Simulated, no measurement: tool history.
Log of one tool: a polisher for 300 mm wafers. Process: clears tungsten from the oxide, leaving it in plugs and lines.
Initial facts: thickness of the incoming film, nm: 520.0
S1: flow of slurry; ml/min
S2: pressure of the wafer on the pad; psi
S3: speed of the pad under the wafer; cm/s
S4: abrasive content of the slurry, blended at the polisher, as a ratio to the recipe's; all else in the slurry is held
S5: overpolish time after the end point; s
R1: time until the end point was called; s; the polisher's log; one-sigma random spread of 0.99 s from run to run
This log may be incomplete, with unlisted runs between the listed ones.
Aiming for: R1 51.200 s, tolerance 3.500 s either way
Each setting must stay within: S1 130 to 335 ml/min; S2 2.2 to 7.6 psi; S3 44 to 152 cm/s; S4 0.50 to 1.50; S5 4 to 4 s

{"run": 1, "day": 0.0, "S1": 215, "S2": 4.9, "S3": 98, "S4": 1.0, "S5": 4, "R1": 88.523}
{"run": 2, "day": 0.321, "S1": 215, "S2": 5.5, "S3": 98, "S4": 1.0, "S5": 4, "R1": 78.712}
{"run": 3, "day": 0.629, "S1": 215, "S2": 6.1, "S3": 100, "S4": 1.0, "S5": 4, "R1": 70.609}
{"run": 4, "day": 0.779, "S1": 250, "S2": 6.1, "S3": 100, "S4": 1.0, "S5": 4, "R1": 70.143}
{"run": 5, "day": 0.954, "S1": 250, "S2": 6.5, "S3": 104, "S4": 1.0, "S5": 4, "R1": 62.309}
{"run": 6, "day": 1.033, "S1": 250, "S2": 6.8, "S3": 106, "S4": 1.0, "S5": 4, "R1": 58.964}
{"run": 7, "day": 1.1, "S1": 250, "S2": 7.0, "S3": 108, "S4": 1.0, "S5": 4, "R1": 53.44}
{"run": 8, "day": 1.212, "S1": 250, "S2": 7.1, "S3": 108, "S4": 1.0, "S5": 4, "R1": 53.441}

Next run, 5 choices. One meets every target within its allowed miss, the rest don't. Which?
{"run": "A", "day": 1.325, "S1": 325, "S2": 6.0, "S3": 114, "S4": 1.15, "S5": 4, "R1": "?"}
{"run": "B", "day": 1.325, "S1": 290, "S2": 6.9, "S3": 100, "S4": 0.95, "S5": 4, "R1": "?"}
{"run": "C", "day": 1.325, "S1": 240, "S2": 7.0, "S3": 102, "S4": 1.1, "S5": 4, "R1": "?"}
{"run": "D", "day": 1.325, "S1": 240, "S2": 7.5, "S3": 110, "S4": 0.9, "S5": 4, "R1": "?"}
{"run": "E", "day": 1.325, "S1": 275, "S2": 6.6, "S3": 108, "S4": 1.15, "S5": 4, "R1": "?"}

move=A R1=57.516
move=B R1=60.072
move=C R1=57.043
move=D R1=51.875
move=E R1=55.942
A: further off than the last run
B: further off than the last run
C: further off than the last run
D: all results land within tolerance of their targets
E: further off than the last run
D is the move that brings every result within its allowed miss.
